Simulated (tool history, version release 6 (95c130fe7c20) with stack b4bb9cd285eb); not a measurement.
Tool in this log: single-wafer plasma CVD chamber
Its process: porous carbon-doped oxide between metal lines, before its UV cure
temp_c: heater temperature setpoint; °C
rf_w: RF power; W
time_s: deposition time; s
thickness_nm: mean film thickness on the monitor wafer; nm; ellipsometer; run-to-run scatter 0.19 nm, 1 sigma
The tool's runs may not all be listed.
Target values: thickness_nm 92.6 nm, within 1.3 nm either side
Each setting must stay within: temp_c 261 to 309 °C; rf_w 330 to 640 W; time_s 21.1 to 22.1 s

run 1 hour=0 | temp_c=285 rf_w=485 time_s=22.1 | thickness_nm=117.42
run 2 hour=4.9 | temp_c=285 rf_w=450 time_s=22.1 | thickness_nm=108.5
run 3 hour=7.1 | temp_c=285 rf_w=450 time_s=21.1 | thickness_nm=103.61
run 4 hour=7.8 | temp_c=289 rf_w=450 time_s=21.1 | thickness_nm=100.52
run 5 hour=15.2 | temp_c=289 rf_w=450 time_s=22.1 | thickness_nm=105.42
run 6 hour=18.1 | temp_c=285 rf_w=450 time_s=22.1 | thickness_nm=108.57
run 7 hour=22.4 | temp_c=290 rf_w=450 time_s=22.1 | thickness_nm=104.83
run 8 hour=30.6 | temp_c=294 rf_w=450 time_s=22.1 | thickness_nm=101.89
run 9 hour=37.7 | temp_c=297 rf_w=450 time_s=22.1 | thickness_nm=100.16
run 10 hour=42.5 | temp_c=300 rf_w=450 time_s=22.1 | thickness_nm=98.439
run 11 hour=48.6 | temp_c=302 rf_w=450 time_s=22.1 | thickness_nm=96.573
run 12 hour=55.7 | temp_c=303 rf_w=450 time_s=22.1 | thickness_nm=96.249

Which one of the following 4 next-run settings gets every result inside its allowed miss? There is exactly one.
run A hour=62.8 | temp_c=303 rf_w=450 time_s=21.1 | thickness_nm=?
run B hour=62.8 | temp_c=302 rf_w=445 time_s=22 | thickness_nm=?
run C hour=62.8 | temp_c=308 rf_w=470 time_s=21.5 | thickness_nm=?
run D hour=62.8 | temp_c=298 rf_w=420 time_s=21.7 | thickness_nm=?

move=A thickness_nm=92.353
move=B thickness_nm=95.544
move=C thickness_nm=95.529
move=D thickness_nm=90.482
A: meets every target
B: closes in on the targets versus the last run, not all within tolerance yet
C: closes in on the targets versus the last run, not all within tolerance yet
D: pushes the last run's worst result past its target
Correct choice: A, which meets every target
